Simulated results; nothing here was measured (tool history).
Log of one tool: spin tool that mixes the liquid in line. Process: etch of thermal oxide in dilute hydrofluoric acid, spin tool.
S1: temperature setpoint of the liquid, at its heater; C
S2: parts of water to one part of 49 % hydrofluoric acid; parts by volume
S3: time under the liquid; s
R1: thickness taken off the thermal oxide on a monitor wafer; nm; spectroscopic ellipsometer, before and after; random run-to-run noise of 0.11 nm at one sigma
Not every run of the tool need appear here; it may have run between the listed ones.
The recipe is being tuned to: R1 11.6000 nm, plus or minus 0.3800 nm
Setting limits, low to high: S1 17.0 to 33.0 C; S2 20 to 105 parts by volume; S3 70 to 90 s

Run 1, hour 0.0: S1 25.0 C, S2 55 parts by volume, S3 90 s. Result: R1 8.3180 nm.
Run 2, hour 2.8: S1 26.0 C, S2 55 parts by volume, S3 90 s. Result: R1 8.8293 nm.
Run 3, hour 10.9: S1 26.0 C, S2 70 parts by volume, S3 90 s. Result: R1 6.7720 nm.
Run 4, hour 15.4: S1 26.0 C, S2 85 parts by volume, S3 90 s. Result: R1 5.4480 nm.
Run 5, hour 21.2: S1 27.0 C, S2 80 parts by volume, S3 90 s. Result: R1 5.9647 nm.
Run 6, hour 23.0: S1 29.0 C, S2 80 parts by volume, S3 90 s. Result: R1 6.5515 nm.
Run 7, hour 31.0: S1 29.5 C, S2 75 parts by volume, S3 90 s. Result: R1 7.2851 nm.
Run 8, hour 37.1: S1 30.0 C, S2 70 parts by volume, S3 90 s. Result: R1 7.7980 nm.
Run 9, hour 39.0: S1 30.5 C, S2 65 parts by volume, S3 90 s. Result: R1 8.7667 nm.
Run 10, hour 41.6: S1 31.0 C, S2 65 parts by volume, S3 90 s. Result: R1 8.8214 nm.
Run 11, hour 42.2: S1 31.5 C, S2 65 parts by volume, S3 90 s. Result: R1 9.0838 nm.
Run 12, hour 46.4: S1 32.5 C, S2 60 parts by volume, S3 90 s. Result: R1 10.2500 nm.

5 next moves are on the table. One of them brings every result within its allowed miss. Which?
Run A, hour 50.6: S1 33.0 C, S2 70 parts by volume, S3 90 s. Result: R1 ?.
Run B, hour 50.6: S1 29.5 C, S2 45 parts by volume, S3 90 s. Result: R1 ?.
Run C, hour 50.6: S1 33.0 C, S2 55 parts by volume, S3 90 s. Result: R1 ?.
Run D, hour 50.6: S1 31.5 C, S2 55 parts by volume, S3 75 s. Result: R1 ?.
Run E, hour 50.6: S1 31.5 C, S2 40 parts by volume, S3 75 s. Result: R1 ?.

move       R1
   A   8.9389
   B  12.6340
   C  11.6560
   D   9.1706
   E  12.9160
A: lands further from the targets than the last run did
B: takes the biggest miss from the last run beyond its target
C: each result inside its tolerance
D: lands further from the targets than the last run did
E: takes the biggest miss from the last run beyond its target
The move that meets every target is C.
